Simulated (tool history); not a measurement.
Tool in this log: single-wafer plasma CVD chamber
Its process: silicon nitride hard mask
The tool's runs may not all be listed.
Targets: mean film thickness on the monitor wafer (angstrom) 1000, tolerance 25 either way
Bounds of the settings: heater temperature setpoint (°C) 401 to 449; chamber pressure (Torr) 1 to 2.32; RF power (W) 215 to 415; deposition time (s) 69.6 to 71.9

run  hour  heater temperature setpoint (°C)  chamber pressure (Torr)  RF power (W)  deposition time (s)  mean film thickness on the monitor wafer (angstrom)
  1     0                               425                     1.66           315                 69.6                                               856.65
  2   2.9                               425                     1.66           315                 69.6                                               863.13
  3   9.7                               425                     1.75           325                 69.7                                               897.66
  4  12.5                               425                     1.83           330                 69.7                                               913.89
  5  20.6                               425                     1.89           335                 69.8                                               934.93
  6  25.3                               433                     1.89           335                 69.8                                               938.67
  7  33.8                               433                     1.94           340                 69.8                                               960.09
  8  40.6                               433                     1.94           340                 69.8                                               947.69
  9  48.3                               433                     1.98           345                 69.8                                               962.79

Next run, 5 choices. One meets every target within its allowed miss, the rest don't. Which?
  A    56                               439                     1.98           370                 71.9                                                    ?
  B    56                               435                     1.78           355                 71.9                                                    ?
  C    56                               438                     2.02           375                 71.9                                                    ?
  D    56                               432                     1.95           335                 69.6                                                    ?
  E    56                               432                     1.98           390                 69.6                                                    ?

move  mean film thickness on the monitor wafer (angstrom)
   A                                               1058.3
   B                                               998.19
   C                                               1074.8
   D                                               947.55
   E                                               1067.1
A: carries the result that was furthest off beyond its target, to the other side
B: every result within its allowed miss
C: carries the result that was furthest off beyond its target, to the other side
D: misses by more than the last run did
E: carries the result that was furthest off beyond its target, to the other side
Answer: B

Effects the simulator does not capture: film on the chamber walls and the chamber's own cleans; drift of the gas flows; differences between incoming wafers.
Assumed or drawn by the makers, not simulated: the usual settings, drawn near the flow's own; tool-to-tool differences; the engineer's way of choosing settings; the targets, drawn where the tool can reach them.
